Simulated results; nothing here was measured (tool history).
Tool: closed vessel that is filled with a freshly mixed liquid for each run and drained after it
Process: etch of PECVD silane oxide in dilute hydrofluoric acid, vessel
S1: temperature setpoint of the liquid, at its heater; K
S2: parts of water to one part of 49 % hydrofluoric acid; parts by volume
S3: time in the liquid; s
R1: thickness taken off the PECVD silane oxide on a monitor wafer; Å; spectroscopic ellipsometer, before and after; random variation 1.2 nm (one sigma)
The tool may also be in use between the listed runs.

| run | day | S1 | S2 | S3 | R1 |
|---|---|---|---|---|---|
| 1 | 0.000 | 296.15 | 170 | 250 | 647.30 |
| 2 | 0.383 | 296.15 | 145 | 250 | 770.46 |
| 3 | 0.479 | 297.15 | 135 | 250 | 875.50 |
| 4 | 0.721 | 298.15 | 125 | 250 | 989.03 |
| 5 | 1.075 | 299.65 | 125 | 250 | 1052.60 |
| 6 | 1.158 | 302.65 | 125 | 250 | 1177.50 |
| 7 | 1.325 | 302.65 | 120 | 250 | 1225.70 |

The next listed run, before its measurement:
| 8 | 1.471 | 304.15 | 60 | 250 | ? |

Run 8 gave R1 2822.60 Å.
